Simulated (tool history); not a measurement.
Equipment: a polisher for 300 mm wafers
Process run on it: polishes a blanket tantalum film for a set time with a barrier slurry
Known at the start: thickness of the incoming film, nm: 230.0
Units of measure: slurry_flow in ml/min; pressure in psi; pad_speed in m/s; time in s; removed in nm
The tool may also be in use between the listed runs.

| run | hour | slurry_flow | pressure | pad_speed | slurry_solids | time | removed |
|---|---|---|---|---|---|---|---|
| 1 | 0 | 245 | 2.1 | 1.02 | 1 | 28 | 53.237 |
| 2 | 3 | 245 | 2.3 | 1.02 | 1 | 28 | 58.485 |
| 3 | 12 | 270 | 2.3 | 1.02 | 1 | 28 | 59.782 |
| 4 | 20.9 | 270 | 2.3 | 0.94 | 1 | 28 | 54.557 |
| 5 | 29.7 | 270 | 2.3 | 0.94 | 1 | 28 | 54.056 |
| 6 | 30.9 | 270 | 2.3 | 0.94 | 0.9 | 28 | 52.349 |
| 7 | 32 | 270 | 2.5 | 0.94 | 0.9 | 28 | 57.086 |
| 8 | 40.8 | 270 | 2.6 | 0.94 | 0.9 | 28 | 59.788 |
| 9 | 47.8 | 270 | 2.7 | 0.94 | 0.9 | 28 | 62.269 |

What will run 10 give?
| 10 | 55.8 | 270 | 2.8 | 0.94 | 0.9 | 28 | ? |

{"run 10": {"removed": 63.043}}

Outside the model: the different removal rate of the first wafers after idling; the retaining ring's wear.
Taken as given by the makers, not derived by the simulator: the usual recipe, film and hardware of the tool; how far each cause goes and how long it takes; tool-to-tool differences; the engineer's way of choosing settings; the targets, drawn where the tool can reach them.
